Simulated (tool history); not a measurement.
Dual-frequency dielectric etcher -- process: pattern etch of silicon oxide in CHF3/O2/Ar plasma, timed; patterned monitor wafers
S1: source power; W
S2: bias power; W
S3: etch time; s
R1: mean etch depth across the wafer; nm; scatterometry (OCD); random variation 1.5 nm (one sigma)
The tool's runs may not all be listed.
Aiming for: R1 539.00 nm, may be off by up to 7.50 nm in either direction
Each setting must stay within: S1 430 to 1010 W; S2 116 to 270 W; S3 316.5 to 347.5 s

run 1 hour=0.0 | S1=720 S2=193 S3=347.5 | R1=717.34
run 2 hour=6.9 | S1=720 S2=206 S3=347.5 | R1=735.77
run 3 hour=13.7 | S1=690 S2=197 S3=346.5 | R1=699.20
run 4 hour=20.3 | S1=660 S2=194 S3=346.0 | R1=678.08
run 5 hour=27.2 | S1=560 S2=194 S3=346.0 | R1=618.80
run 6 hour=27.8 | S1=560 S2=194 S3=347.5 | R1=619.64
run 7 hour=36.0 | S1=550 S2=193 S3=347.5 | R1=611.14
run 8 hour=37.2 | S1=540 S2=192 S3=347.5 | R1=606.48
run 9 hour=44.3 | S1=530 S2=191 S3=347.5 | R1=598.52
run 10 hour=51.9 | S1=520 S2=190 S3=347.5 | R1=588.93
run 11 hour=58.5 | S1=510 S2=190 S3=347.5 | R1=583.35
run 12 hour=64.0 | S1=500 S2=190 S3=347.5 | R1=576.57
run 13 hour=66.3 | S1=490 S2=190 S3=347.5 | R1=569.11
run 14 hour=68.1 | S1=480 S2=190 S3=347.5 | R1=560.74

Of the 4 settings listed for the next run, only one would bring every result within its allowed miss of target. Which one?
run A hour=69.9 | S1=470 S2=199 S3=347.5 | R1=?
run B hour=69.9 | S1=510 S2=184 S3=324.0 | R1=?
run C hour=69.9 | S1=550 S2=174 S3=347.5 | R1=?
run D hour=69.9 | S1=500 S2=183 S3=318.5 | R1=?

move=A R1=561.20
move=B R1=535.46
move=C R1=589.28
move=D R1=518.80
A: as far off as the last run
B: all results in spec
C: the biggest miss grows against the last run
D: carries the result that was furthest off beyond its target, to the other side
Answer: B

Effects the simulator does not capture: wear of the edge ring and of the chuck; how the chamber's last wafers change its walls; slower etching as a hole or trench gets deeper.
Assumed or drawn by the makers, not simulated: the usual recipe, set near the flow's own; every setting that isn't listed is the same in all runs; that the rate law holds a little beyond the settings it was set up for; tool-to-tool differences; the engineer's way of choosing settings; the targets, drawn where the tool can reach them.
